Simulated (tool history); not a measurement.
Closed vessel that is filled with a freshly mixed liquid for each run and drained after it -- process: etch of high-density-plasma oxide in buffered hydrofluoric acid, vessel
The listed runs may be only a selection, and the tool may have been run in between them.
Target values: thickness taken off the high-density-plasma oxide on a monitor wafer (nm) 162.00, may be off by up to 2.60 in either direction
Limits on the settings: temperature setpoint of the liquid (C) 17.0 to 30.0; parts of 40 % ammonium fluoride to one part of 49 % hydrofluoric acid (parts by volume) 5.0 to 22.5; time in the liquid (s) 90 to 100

run,hour,temperature setpoint of the liquid (C),parts of 40 % ammonium fluoride to one part of 49 % hydrofluoric acid (parts by volume),time in the liquid (s),thickness taken off the high-density-plasma oxide on a monitor wafer (nm)
1,0.0,22.0,13.5,90,105.46
2,8.1,22.0,10.0,90,141.37
3,10.2,22.5,10.0,90,145.86
4,16.1,23.5,10.0,90,153.76
5,18.2,22.0,10.0,90,141.07
6,24.6,22.0,6.0,90,225.20
7,32.7,21.5,6.0,90,219.55
8,37.5,21.0,6.0,90,212.43
9,41.8,20.5,6.0,90,206.59

Exactly one of the 4 candidate moves below puts every result within its allowed miss. Which one?
A,46.1,20.5,8.0,90,?
B,46.1,18.0,6.5,90,?
C,46.1,21.0,8.0,90,?
D,46.1,21.5,8.5,90,?

move,thickness taken off the high-density-plasma oxide on a monitor wafer (nm)
A,157.39
B,168.51
C,161.83
D,155.80
A: pushes the last run's worst result past its target
B: moves toward the targets from the last run without getting all of them in spec
C: hits every target within its allowed miss
D: pushes the last run's worst result past its target
C meets every target.

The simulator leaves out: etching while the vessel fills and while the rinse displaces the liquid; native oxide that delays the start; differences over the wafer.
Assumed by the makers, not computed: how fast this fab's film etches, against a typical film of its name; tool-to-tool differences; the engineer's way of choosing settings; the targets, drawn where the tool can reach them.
